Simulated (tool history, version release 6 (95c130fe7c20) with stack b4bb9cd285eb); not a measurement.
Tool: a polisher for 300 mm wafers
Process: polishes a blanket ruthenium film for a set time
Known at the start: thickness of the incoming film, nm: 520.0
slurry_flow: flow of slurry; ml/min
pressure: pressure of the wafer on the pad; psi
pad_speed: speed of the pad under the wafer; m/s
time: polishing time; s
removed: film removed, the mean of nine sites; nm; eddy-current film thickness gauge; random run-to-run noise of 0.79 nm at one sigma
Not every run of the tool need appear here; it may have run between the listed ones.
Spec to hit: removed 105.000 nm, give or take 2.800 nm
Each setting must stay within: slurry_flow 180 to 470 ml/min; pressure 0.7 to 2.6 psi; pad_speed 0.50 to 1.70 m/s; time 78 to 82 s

run 1 hour=0.0 | slurry_flow=300 pressure=1.6 pad_speed=1.10 time=78 | removed=82.345
run 2 hour=7.0 | slurry_flow=300 pressure=1.8 pad_speed=1.10 time=78 | removed=90.673
run 3 hour=10.0 | slurry_flow=350 pressure=1.8 pad_speed=1.10 time=78 | removed=93.089
run 4 hour=14.4 | slurry_flow=355 pressure=1.9 pad_speed=1.10 time=78 | removed=98.201
run 5 hour=18.1 | slurry_flow=355 pressure=2.3 pad_speed=1.10 time=78 | removed=119.190
run 6 hour=21.4 | slurry_flow=355 pressure=2.5 pad_speed=1.10 time=78 | removed=130.300
run 7 hour=26.7 | slurry_flow=345 pressure=2.4 pad_speed=1.10 time=78 | removed=122.710
run 8 hour=30.7 | slurry_flow=325 pressure=2.3 pad_speed=1.10 time=78 | removed=116.140
run 9 hour=32.6 | slurry_flow=305 pressure=2.3 pad_speed=1.10 time=78 | removed=118.130
run 10 hour=39.1 | slurry_flow=305 pressure=2.2 pad_speed=1.10 time=78 | removed=111.410

Which one of the following 5 next-run settings gets every result inside its allowed miss? There is exactly one.
run A hour=45.6 | slurry_flow=320 pressure=2.4 pad_speed=1.00 time=78 | removed=?
run B hour=45.6 | slurry_flow=290 pressure=2.0 pad_speed=1.12 time=80 | removed=?
run C hour=45.6 | slurry_flow=315 pressure=2.3 pad_speed=0.90 time=78 | removed=?
run D hour=45.6 | slurry_flow=300 pressure=2.5 pad_speed=0.98 time=78 | removed=?
run E hour=45.6 | slurry_flow=265 pressure=2.1 pad_speed=0.98 time=80 | removed=?

move=A removed=111.520
move=B removed=104.470
move=C removed=98.007
move=D removed=113.630
move=E removed=97.352
A: about as far from the targets as the last run
B: each result inside its tolerance
C: the result that was furthest off in the last run now lies on the other side of its target
D: moves away from the targets compared with the last run
E: the result that was furthest off in the last run now lies on the other side of its target
Answer: B
